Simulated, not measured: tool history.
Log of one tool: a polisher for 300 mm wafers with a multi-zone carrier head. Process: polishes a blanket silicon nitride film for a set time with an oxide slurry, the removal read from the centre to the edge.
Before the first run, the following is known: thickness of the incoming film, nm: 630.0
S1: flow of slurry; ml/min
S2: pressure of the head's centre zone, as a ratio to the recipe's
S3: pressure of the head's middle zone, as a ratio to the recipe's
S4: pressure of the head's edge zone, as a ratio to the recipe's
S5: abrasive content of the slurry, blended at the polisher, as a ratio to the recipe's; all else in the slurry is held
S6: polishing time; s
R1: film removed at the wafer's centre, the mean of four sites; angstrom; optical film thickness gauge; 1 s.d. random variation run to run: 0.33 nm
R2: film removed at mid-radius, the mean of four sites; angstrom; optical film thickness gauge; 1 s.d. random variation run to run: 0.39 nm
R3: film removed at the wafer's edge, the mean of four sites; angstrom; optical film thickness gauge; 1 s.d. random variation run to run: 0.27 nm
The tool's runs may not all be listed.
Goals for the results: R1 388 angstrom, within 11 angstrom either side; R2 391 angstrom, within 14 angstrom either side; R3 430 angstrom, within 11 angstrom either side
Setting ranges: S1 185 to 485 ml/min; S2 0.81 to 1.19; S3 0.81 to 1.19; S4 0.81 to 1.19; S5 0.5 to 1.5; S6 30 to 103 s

run    day   S1    S2    S3    S4  S5  S6      R1      R2      R3
  1      0  310     1     1     1   1  66   394.9  393.35  380.92
  2  0.358  315  0.99     1  1.02   1  66  387.48  390.69  387.39
  3  0.604  315  0.99  0.96  1.02   1  66  387.69   382.3  385.08
  4  0.904  315  0.99  0.96  1.06   1  66  387.66  383.52  389.48
  5  1.217  315  0.99  0.92  1.06   1  66  384.77  370.94  389.88
  6  1.267  320  0.99  0.92  1.08   1  66  386.46  371.94  395.32
  7    1.5  325  0.99  0.92  1.09   1  66  385.36  364.47  400.54
  8  1.621  330  0.99  0.93   1.1   1  66  390.69  374.83  403.29
  9  1.829  335  0.99  0.93  1.11   1  66  391.51  375.07  403.97
 10  1.925  340  0.98  0.93  1.12   1  66  388.27  373.82  401.39
 11      2  335  0.97  0.93  1.13   1  66  375.62  371.81  409.33
 12  2.196  340  0.97  0.93  1.14   1  66  379.94  372.93  414.02
 13  2.404  345  0.97  0.94  1.14   1  66  380.99  379.58  411.07

Which one of the following 4 next-run settings gets every result inside its allowed miss? There is exactly one.
  A  2.612  360  0.99     1  1.07  0.85  72   ?   ?   ?
  B  2.612  375  0.92  0.84  1.19  1.05  65   ?   ?   ?
  C  2.612  370  0.94  0.92  1.13  1.15  64   ?   ?   ?
  D  2.612  410  0.96  0.88  1.19  0.95  69   ?   ?   ?

move      R1      R2      R3
   A     381  387.21  383.08
   B  370.83  351.32  424.86
   C  393.07  392.67  428.46
   D  387.98  365.46  424.59
A: further off than the last run
B: corrects the largest miss of the last run, while another result sits out of spec
C: each result inside its tolerance
D: corrects the largest miss of the last run, while another result sits out of spec
The right move is C.

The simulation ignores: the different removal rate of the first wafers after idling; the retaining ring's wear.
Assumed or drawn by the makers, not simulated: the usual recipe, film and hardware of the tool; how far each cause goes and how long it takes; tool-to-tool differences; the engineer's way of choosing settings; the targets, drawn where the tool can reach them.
